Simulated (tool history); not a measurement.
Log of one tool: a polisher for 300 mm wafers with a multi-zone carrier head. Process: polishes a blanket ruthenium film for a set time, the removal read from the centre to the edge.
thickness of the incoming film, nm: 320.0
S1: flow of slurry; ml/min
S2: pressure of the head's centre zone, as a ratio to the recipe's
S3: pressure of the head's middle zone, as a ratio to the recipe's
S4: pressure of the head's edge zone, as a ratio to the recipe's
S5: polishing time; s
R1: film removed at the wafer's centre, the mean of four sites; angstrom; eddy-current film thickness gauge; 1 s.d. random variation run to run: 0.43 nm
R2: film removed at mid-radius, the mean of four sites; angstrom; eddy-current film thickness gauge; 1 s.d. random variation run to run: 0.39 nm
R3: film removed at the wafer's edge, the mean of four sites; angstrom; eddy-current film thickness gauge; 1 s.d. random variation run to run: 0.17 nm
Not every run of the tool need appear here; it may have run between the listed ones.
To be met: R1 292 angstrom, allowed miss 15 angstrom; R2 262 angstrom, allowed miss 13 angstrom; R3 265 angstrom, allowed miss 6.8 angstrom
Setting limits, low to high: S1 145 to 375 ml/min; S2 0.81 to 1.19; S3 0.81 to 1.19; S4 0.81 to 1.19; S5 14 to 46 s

run	day	S1	S2	S3	S4	S5	R1	R2	R3
1	0	240	1	1	1	30	208.71	207.28	215.52
2	0.117	240	1	1	1	26	185.02	186.1	184.28
3	0.154	275	1	1	1	26	184.93	189.25	188.61
4	0.475	275	1.04	1.02	1.01	28	208.38	198.67	203.92
# day 0.679: slurry nozzle cleaned
5	0.679	275	1.04	1.02	0.92	28	219.29	218	200.09
6	0.9	285	1.06	1.03	0.94	30	229.41	232.01	213.13
7	1.083	285	1.08	1.02	0.95	31	252.89	239	223.66
8	1.388	285	1.08	1.02	0.95	31	244.09	233.69	223.52

Pick the move, out of 5, that brings all results within their allowed miss; only one does.
A	1.692	265	0.9	0.99	1.19	31	?	?	?
B	1.692	165	0.81	0.92	1.15	37	?	?	?
C	1.692	265	0.84	1.01	1.12	32	?	?	?
D	1.692	160	1	0.93	1.18	31	?	?	?
E	1.692	230	1.06	0.93	0.9	38	?	?	?

move	R1	R2	R3
A	205.61	230.9	251.91
B	207.67	248.09	283.87
C	197.99	241.86	251.94
D	214.22	208.35	240.29
E	292.4	266.86	266.44
A: an improvement on the last run, though not all results are within tolerance
B: carries the result that was furthest off beyond its target, to the other side
C: roughly where the last run was
D: an improvement on the last run, though not all results are within tolerance
E: each result inside its tolerance
Move E is the one to make.

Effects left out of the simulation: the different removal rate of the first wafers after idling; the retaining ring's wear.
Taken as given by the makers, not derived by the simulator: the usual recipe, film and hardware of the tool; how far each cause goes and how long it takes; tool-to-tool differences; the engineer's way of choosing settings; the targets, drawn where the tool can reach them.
